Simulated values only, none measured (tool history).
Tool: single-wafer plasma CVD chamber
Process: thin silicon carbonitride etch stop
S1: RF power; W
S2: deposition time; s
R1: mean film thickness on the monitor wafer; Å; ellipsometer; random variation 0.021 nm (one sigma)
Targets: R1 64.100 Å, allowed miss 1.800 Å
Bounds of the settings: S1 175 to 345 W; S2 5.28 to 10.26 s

run 1 hour=0.0 | S1=260 S2=7.77 | R1=48.550
run 2 hour=7.1 | S1=285 S2=7.77 | R1=49.784
run 3 hour=8.4 | S1=285 S2=7.21 | R1=46.673
run 4 hour=14.6 | S1=290 S2=7.61 | R1=49.439
run 5 hour=20.0 | S1=265 S2=7.61 | R1=48.089
run 6 hour=23.0 | S1=230 S2=7.61 | R1=45.286
run 7 hour=28.5 | S1=245 S2=7.93 | R1=48.468
run 8 hour=31.2 | S1=255 S2=8.19 | R1=50.516
run 9 hour=35.4 | S1=265 S2=8.43 | R1=52.942
run 10 hour=38.2 | S1=275 S2=8.61 | R1=55.235
run 11 hour=44.2 | S1=280 S2=8.73 | R1=55.956
run 12 hour=50.1 | S1=285 S2=8.86 | R1=57.233

4 next moves are on the table. One of them brings every result within its allowed miss. Which?
run A hour=56.0 | S1=245 S2=8.08 | R1=?
run B hour=56.0 | S1=255 S2=8.33 | R1=?
run C hour=56.0 | S1=295 S2=9.76 | R1=?
run D hour=56.0 | S1=290 S2=8.76 | R1=?

move=A R1=49.167
move=B R1=51.481
move=C R1=63.737
move=D R1=56.844
A: further off than the last run
B: further off than the last run
C: meets every target
D: further off than the last run
The right move is C.
